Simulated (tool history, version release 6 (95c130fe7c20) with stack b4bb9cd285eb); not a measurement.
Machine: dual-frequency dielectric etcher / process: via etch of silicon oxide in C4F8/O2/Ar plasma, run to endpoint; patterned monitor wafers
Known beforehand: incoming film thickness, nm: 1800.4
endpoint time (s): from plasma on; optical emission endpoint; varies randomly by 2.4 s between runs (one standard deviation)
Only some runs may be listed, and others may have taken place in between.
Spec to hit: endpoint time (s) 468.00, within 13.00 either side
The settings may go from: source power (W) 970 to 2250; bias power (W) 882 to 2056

| run | hour | source power (W) | bias power (W) | endpoint time (s) |
|---|---|---|---|---|
| 1 | 0.0 | 1610 | 1469 | 396.74 |
| 2 | 7.2 | 1610 | 1304 | 411.02 |
| 3 | 10.5 | 1610 | 1186 | 425.10 |
| 4 | 12.8 | 1610 | 1352 | 408.93 |
| 5 | 18.1 | 1560 | 1334 | 416.35 |
| 6 | 24.3 | 1800 | 1334 | 393.84 |
| 7 | 26.4 | 1730 | 1304 | 404.87 |
| 8 | 32.7 | 1670 | 1273 | 414.67 |

Exercise: of the 5 proposed moves below, exactly one satisfies all targets within the stated allowed misses. Which move is it?
| A | 39.0 | 1870 | 930 | ? |
| B | 39.0 | 1280 | 882 | ? |
| C | 39.0 | 1430 | 991 | ? |
| D | 39.0 | 1570 | 1132 | ? |
| E | 39.0 | 1420 | 882 | ? |

| move | endpoint time (s) |
|---|---|
| A | 438.71 |
| B | 503.43 |
| C | 468.94 |
| D | 436.66 |
| E | 487.55 |
A: nearer than the last run, and not there yet
B: pushes the last run's worst result past its target
C: hits every target within its allowed miss
D: nearer than the last run, and not there yet
E: pushes the last run's worst result past its target
Correct choice: C, which meets every target
